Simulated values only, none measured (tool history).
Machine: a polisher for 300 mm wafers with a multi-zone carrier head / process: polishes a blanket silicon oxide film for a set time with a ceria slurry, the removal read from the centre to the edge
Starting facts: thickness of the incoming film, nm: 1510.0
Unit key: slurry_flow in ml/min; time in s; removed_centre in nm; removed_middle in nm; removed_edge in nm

| run | hour | slurry_flow | centre_zone | middle_zone | edge_zone | time | removed_centre | removed_middle | removed_edge |
|---|---|---|---|---|---|---|---|---|---|
| 1 | 0 | 155 | 1 | 1 | 1 | 62 | 324.89 | 325.51 | 330.24 |
| 2 | 8.7 | 155 | 1 | 1 | 0.97 | 62 | 323.94 | 323.43 | 324.07 |
| 3 | 10.9 | 155 | 1.03 | 1 | 0.97 | 62 | 333.21 | 322.69 | 331.2 |
| 4 | 13.7 | 150 | 0.99 | 0.97 | 0.93 | 61 | 309.76 | 313.96 | 306.12 |
| 5 | 18 | 150 | 1.06 | 0.97 | 0.93 | 61 | 337.79 | 304.16 | 308.3 |
| 6 | 19.1 | 150 | 1.06 | 0.97 | 0.84 | 61 | 334.99 | 300.75 | 298.86 |
| 7 | 20.5 | 140 | 1.02 | 0.94 | 0.85 | 60 | 311.36 | 293.31 | 286.69 |

Expected results for the next run?
| 8 | 27.2 | 130 | 0.99 | 0.91 | 0.88 | 59 | ? | ? | ? |

removed_centre: 289.24 nm
removed_middle: 274.09 nm
removed_edge: 288.22 nm
